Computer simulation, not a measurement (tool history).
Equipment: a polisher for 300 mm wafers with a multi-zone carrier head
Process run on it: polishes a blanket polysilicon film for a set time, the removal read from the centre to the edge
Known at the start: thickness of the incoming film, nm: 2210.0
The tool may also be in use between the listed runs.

run  hour  flow of slurry (ml/min)  pressure of the head's centre zone  pressure of the head's middle zone  pressure of the head's edge zone  polishing time (s)  film removed at the wafer's centre (Å)  film removed at mid-radius (Å)  film removed at the wafer's edge (Å)
  1   0.0                      185                                1.00                                1.00                              1.00                  41                                  3238.9                          3278.8                                3182.2
  2   7.7                      175                                0.97                                0.96                              0.97                  39                                  2976.6                          3103.4                                2961.0
  3   9.4                      175                                0.92                                0.96                              0.97                  39                                  2841.6                          2989.5                                2962.9
  4  16.6                      205                                0.92                                0.96                              0.97                  39                                  2886.2                          3063.9                                3016.4
  5  17.2                      195                                0.92                                0.92                              0.96                  37                                  2741.1                          2875.3                                2828.4
  6  25.1                      185                                0.92                                0.89                              0.97                  36                                  2652.2                          2629.7                                2761.1
  7  28.4                      175                                0.91                                0.87                              0.95                  36                                  2604.1                          2594.9                                2723.1
  8  33.4                      165                                0.90                                0.86                              0.93                  36                                  2487.4                          2555.3                                2635.3
  9  40.5                      160                                0.91                                0.85                              0.92                  36                                  2537.1                          2513.8                                2617.2

What will run 10 give?
 10  44.0                      150                                0.91                                0.84                              0.91                  36                                       ?                               ?                                     ?

Logged for run 10: film removed at the wafer's centre (Å) 2499.7, film removed at mid-radius (Å) 2349.8, film removed at the wafer's edge (Å) 2618.9.
